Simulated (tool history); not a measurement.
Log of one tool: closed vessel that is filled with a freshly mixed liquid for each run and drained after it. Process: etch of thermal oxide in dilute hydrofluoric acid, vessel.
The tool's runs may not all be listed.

run	day	temperature setpoint of the liquid (°C)	parts of water to one part of 49 % hydrofluoric acid (parts by volume)	time in the liquid (s)	thickness taken off the thermal oxide on a monitor wafer (nm)
1	0.000	22.0	65	865	60.633
2	0.042	22.0	85	865	44.840
3	0.354	22.0	85	930	48.727
4	0.700	21.0	90	930	43.532
5	0.888	20.0	90	930	41.419
6	1.175	17.5	90	930	38.040

The next listed run, before its measurement:
7	1.308	17.0	95	930	?

{"run 7": {"thickness taken off the thermal oxide on a monitor wafer (nm)": 35.165}}
